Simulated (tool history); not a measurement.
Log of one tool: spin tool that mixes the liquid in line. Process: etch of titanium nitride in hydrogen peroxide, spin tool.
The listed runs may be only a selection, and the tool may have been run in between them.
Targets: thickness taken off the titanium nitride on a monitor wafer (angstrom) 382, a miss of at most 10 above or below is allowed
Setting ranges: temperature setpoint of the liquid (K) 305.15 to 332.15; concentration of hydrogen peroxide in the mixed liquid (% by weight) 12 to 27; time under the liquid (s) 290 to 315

run	hour	temperature setpoint of the liquid (K)	concentration of hydrogen peroxide in the mixed liquid (% by weight)	time under the liquid (s)	thickness taken off the titanium nitride on a monitor wafer (angstrom)
1	0	316.15	18	290	142.74
2	3.4	319.65	18	290	187.27
3	11.7	315.15	18	290	132.81
4	14.9	315.15	16.5	290	131.46
# hour 21.2: peroxide flow meter replaced
5	21.2	319.15	16.5	290	172.59
6	25.2	319.15	13	290	164.91
7	27.4	322.15	13	290	205.49
8	28.7	324.65	13	290	244.15
9	31.3	326.65	13	290	286.26
10	36.6	326.65	13	290	283.23
11	43.1	327.65	13	290	303.79
12	47	328.65	13	290	323.63

Exercise: of the 5 proposed moves below, exactly one satisfies all targets within the stated allowed misses. Which move is it?
A	50.9	325.15	12	290	?
B	50.9	330.15	14	315	?
C	50.9	329.15	19.5	315	?
D	50.9	329.65	14	310	?
E	50.9	325.65	12	295	?

move	thickness taken off the titanium nitride on a monitor wafer (angstrom)
A	254.67
B	405.94
C	406.24
D	385.89
E	268.45
A: lands further from the targets than the last run did
B: takes the biggest miss from the last run beyond its target
C: takes the biggest miss from the last run beyond its target
D: every result within its allowed miss
E: lands further from the targets than the last run did
D meets every target.
